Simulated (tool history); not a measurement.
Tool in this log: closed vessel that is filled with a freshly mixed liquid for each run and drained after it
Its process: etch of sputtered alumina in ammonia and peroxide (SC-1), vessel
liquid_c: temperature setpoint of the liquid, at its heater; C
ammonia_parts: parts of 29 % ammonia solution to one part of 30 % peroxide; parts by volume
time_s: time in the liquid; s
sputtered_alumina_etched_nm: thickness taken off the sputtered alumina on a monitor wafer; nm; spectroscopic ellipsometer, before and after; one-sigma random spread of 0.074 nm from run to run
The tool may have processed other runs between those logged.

Run 1, hour 0.0: liquid_c 62.0 C, ammonia_parts 0.9 parts by volume, time_s 135 s. Result: sputtered_alumina_etched_nm 16.303 nm.
Run 2, hour 8.0: liquid_c 57.5 C, ammonia_parts 0.9 parts by volume, time_s 135 s. Result: sputtered_alumina_etched_nm 13.062 nm.
Run 3, hour 13.8: liquid_c 60.5 C, ammonia_parts 0.9 parts by volume, time_s 135 s. Result: sputtered_alumina_etched_nm 15.295 nm.
Run 4, hour 18.8: liquid_c 62.5 C, ammonia_parts 0.9 parts by volume, time_s 135 s. Result: sputtered_alumina_etched_nm 16.789 nm.
Run 5, hour 26.4: liquid_c 57.0 C, ammonia_parts 0.9 parts by volume, time_s 135 s. Result: sputtered_alumina_etched_nm 12.696 nm.
Run 6, hour 33.5: liquid_c 60.0 C, ammonia_parts 0.9 parts by volume, time_s 135 s. Result: sputtered_alumina_etched_nm 14.701 nm.
Run 7, hour 39.8: liquid_c 62.5 C, ammonia_parts 0.9 parts by volume, time_s 135 s. Result: sputtered_alumina_etched_nm 16.838 nm.
Run 8, hour 42.0: liquid_c 64.0 C, ammonia_parts 0.9 parts by volume, time_s 135 s. Result: sputtered_alumina_etched_nm 18.192 nm.

The next listed run, before its measurement:
Run 9, hour 45.1: liquid_c 65.0 C, ammonia_parts 0.9 parts by volume, time_s 135 s. Result: sputtered_alumina_etched_nm ?.

Run 9 measured sputtered_alumina_etched_nm 19.053 nm.
